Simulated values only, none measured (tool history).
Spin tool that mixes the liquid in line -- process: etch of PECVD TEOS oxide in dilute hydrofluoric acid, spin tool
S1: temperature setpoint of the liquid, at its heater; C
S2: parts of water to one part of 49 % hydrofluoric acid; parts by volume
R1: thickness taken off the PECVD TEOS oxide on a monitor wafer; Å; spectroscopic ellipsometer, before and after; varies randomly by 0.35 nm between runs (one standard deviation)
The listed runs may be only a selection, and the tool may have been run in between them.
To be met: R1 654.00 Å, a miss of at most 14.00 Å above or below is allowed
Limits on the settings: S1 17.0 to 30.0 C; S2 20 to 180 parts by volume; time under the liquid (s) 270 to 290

run 1 hour=0.0 | S1=22.0 S2=100 time_under_the_liquid_(s)=270 | R1=310.19
run 2 hour=2.8 | S1=22.0 S2=130 time_under_the_liquid_(s)=270 | R1=231.32
run 3 hour=9.1 | S1=24.5 S2=105 time_under_the_liquid_(s)=270 | R1=324.08
run 4 hour=14.7 | S1=26.0 S2=90 time_under_the_liquid_(s)=270 | R1=407.27
run 5 hour=16.0 | S1=26.0 S2=90 time_under_the_liquid_(s)=270 | R1=411.82
run 6 hour=18.9 | S1=27.0 S2=80 time_under_the_liquid_(s)=270 | R1=481.98
run 7 hour=27.3 | S1=28.0 S2=75 time_under_the_liquid_(s)=270 | R1=541.94
run 8 hour=28.2 | S1=28.5 S2=70 time_under_the_liquid_(s)=270 | R1=589.00
run 9 hour=30.7 | S1=29.0 S2=70 time_under_the_liquid_(s)=270 | R1=614.33
run 10 hour=34.7 | S1=29.5 S2=70 time_under_the_liquid_(s)=270 | R1=623.09
run 11 hour=39.8 | S1=30.0 S2=70 time_under_the_liquid_(s)=270 | R1=634.99
run 12 hour=45.1 | S1=30.0 S2=65 time_under_the_liquid_(s)=270 | R1=682.75
run 13 hour=51.5 | S1=29.5 S2=65 time_under_the_liquid_(s)=270 | R1=671.09

Pick the move, out of 4, that brings all results within their allowed miss; only one does.
run A hour=57.9 | S1=29.5 S2=70 time_under_the_liquid_(s)=270 | R1=?
run B hour=57.9 | S1=27.5 S2=65 time_under_the_liquid_(s)=270 | R1=?
run C hour=57.9 | S1=30.0 S2=75 time_under_the_liquid_(s)=285 | R1=?
run D hour=57.9 | S1=30.0 S2=70 time_under_the_liquid_(s)=280 | R1=?

move=A R1=625.61
move=B R1=627.57
move=C R1=623.71
move=D R1=661.42
A: moves the result that the last run missed by most past its target, out the other side
B: moves the result that the last run missed by most past its target, out the other side
C: moves the result that the last run missed by most past its target, out the other side
D: each result inside its tolerance
The move that meets every target is D.
